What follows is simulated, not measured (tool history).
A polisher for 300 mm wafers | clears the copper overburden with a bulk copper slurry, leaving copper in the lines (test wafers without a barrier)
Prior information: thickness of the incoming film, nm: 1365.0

| run | hour | flow of slurry (ml/min) | pressure of the wafer on the pad (kPa) | speed of the pad under the wafer (m/s) | abrasive content of the slurry | overpolish time after the end point (s) | time until the end point was called (s) | dishing of a wide line in a test structure (angstrom) |
|---|---|---|---|---|---|---|---|---|
| 1 | 0 | 205 | 21.4 | 1 | 1 | 13 | 130.54 | 752.37 |
| 2 | 8.4 | 205 | 17.2 | 1 | 1 | 13 | 160.32 | 641.36 |
| 3 | 16.6 | 205 | 17.2 | 1 | 1 | 16 | 165.81 | 721.63 |
| 4 | 21.5 | 220 | 15.9 | 1.14 | 1.1 | 13 | 148.55 | 631.99 |
| 5 | 26.2 | 255 | 15.9 | 1.14 | 1.1 | 13 | 148.33 | 660.35 |
| 6 | 33.5 | 255 | 15.9 | 1.38 | 1.1 | 13 | 122.84 | 707.35 |
| 7 | 35 | 225 | 15.9 | 1.42 | 1.2 | 11 | 117.77 | 647.3 |

Expected results for the next run?
| 8 | 40 | 200 | 16.5 | 1.46 | 1.25 | 9 | ? | ? |

{"run 8": {"time until the end point was called (s)": 108.91, "dishing of a wide line in a test structure (angstrom)": 637.96}}

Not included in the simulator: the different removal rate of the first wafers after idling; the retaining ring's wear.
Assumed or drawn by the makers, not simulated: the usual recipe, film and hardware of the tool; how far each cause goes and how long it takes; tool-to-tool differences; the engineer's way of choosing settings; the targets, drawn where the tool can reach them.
